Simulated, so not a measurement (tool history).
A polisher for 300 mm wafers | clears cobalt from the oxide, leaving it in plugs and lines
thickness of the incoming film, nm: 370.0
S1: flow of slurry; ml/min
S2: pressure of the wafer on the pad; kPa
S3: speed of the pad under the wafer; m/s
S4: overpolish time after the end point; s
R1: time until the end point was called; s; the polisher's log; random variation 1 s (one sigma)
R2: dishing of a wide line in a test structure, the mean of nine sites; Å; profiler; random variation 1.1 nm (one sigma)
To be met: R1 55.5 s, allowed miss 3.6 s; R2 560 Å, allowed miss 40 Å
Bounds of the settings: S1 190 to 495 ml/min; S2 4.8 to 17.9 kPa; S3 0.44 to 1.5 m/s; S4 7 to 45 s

run  hour   S1    S2    S3  S4      R1      R2
  1     0  320    11  0.96  23  83.125  520.63
  2   1.6  320  11.7  0.96  22  80.061  539.82
  3   3.5  260  11.7  0.96  22  81.187  513.37
  4   6.3  260  12.4  0.96  21  75.176  515.53
  5   8.8  300  12.4  0.96  21  73.237  511.02
  6  11.2  300  12.4  0.96  27  75.934  577.65
  7  17.6  300  13.1  0.96  26  72.241  584.31
  8  26.4  300  13.8  0.96  25  68.181  598.47
  9  30.8  300  14.5  0.96  23  67.598  559.31

Which of these 5 next moves meets every target?
  A  35.2  280  14.5  0.74  27   ?   ?
  B  35.2  350  16.5  0.98  18   ?   ?
  C  35.2  250  17.9  1.02  28   ?   ?
  D  35.2  305  13.1  0.88  31   ?   ?
  E  35.2  325  14.5  0.98  21   ?   ?

move      R1      R2
   A  83.335  568.31
   B  55.078  567.83
   C   50.19   654.7
   D  77.114  610.77
   E  62.891  573.06
A: further off than the last run
B: meets every target
C: takes the result that was furthest off past its target
D: further off than the last run
E: nearer than the last run, and not there yet
Answer: B
